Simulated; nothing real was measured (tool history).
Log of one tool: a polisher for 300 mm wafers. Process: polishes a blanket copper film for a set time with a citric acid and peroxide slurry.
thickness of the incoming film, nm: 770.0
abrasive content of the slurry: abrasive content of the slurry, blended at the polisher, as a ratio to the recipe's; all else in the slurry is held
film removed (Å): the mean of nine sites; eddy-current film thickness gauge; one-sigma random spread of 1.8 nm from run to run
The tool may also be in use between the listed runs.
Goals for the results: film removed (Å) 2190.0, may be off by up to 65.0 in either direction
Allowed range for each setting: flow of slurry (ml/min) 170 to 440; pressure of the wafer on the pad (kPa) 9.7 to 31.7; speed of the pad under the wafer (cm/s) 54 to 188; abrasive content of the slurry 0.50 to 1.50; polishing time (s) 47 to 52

| run | hour | flow of slurry (ml/min) | pressure of the wafer on the pad (kPa) | speed of the pad under the wafer (cm/s) | abrasive content of the slurry | polishing time (s) | film removed (Å) |
|---|---|---|---|---|---|---|---|
| 1 | 0.0 | 280 | 20.7 | 120 | 1.00 | 52 | 1283.8 |
| 2 | 7.1 | 280 | 24.1 | 120 | 1.00 | 52 | 1496.7 |
| 3 | 11.4 | 280 | 26.2 | 122 | 1.00 | 52 | 1642.4 |
| 4 | 14.1 | 280 | 26.2 | 122 | 0.90 | 52 | 1593.1 |
| 5 | 22.2 | 280 | 24.8 | 122 | 0.90 | 52 | 1533.8 |
| 6 | 28.9 | 280 | 24.8 | 122 | 0.90 | 47 | 1407.6 |
| 7 | 37.8 | 290 | 30.3 | 138 | 0.90 | 47 | 1908.8 |
| 8 | 38.4 | 290 | 31.0 | 142 | 0.90 | 47 | 2002.7 |
| 9 | 41.1 | 290 | 31.0 | 142 | 0.90 | 47 | 1994.0 |
| 10 | 47.3 | 290 | 31.0 | 146 | 0.90 | 47 | 2076.1 |
| 11 | 52.3 | 290 | 31.0 | 146 | 0.90 | 47 | 2068.9 |

Exercise: of the 4 proposed moves below, exactly one satisfies all targets within the stated allowed misses. Which move is it?
| A | 57.3 | 355 | 27.6 | 150 | 0.80 | 51 | ? |
| B | 57.3 | 335 | 31.7 | 160 | 0.80 | 49 | ? |
| C | 57.3 | 285 | 31.0 | 150 | 1.00 | 52 | ? |
| D | 57.3 | 285 | 31.7 | 152 | 0.95 | 47 | ? |

| move | film removed (Å) |
|---|---|
| A | 1987.8 |
| B | 2322.8 |
| C | 2398.0 |
| D | 2207.6 |
A: further off than the last run
B: moves the result that the last run missed by most past its target, out the other side
C: moves the result that the last run missed by most past its target, out the other side
D: all results land within tolerance of their targets
The move that meets every target is D.
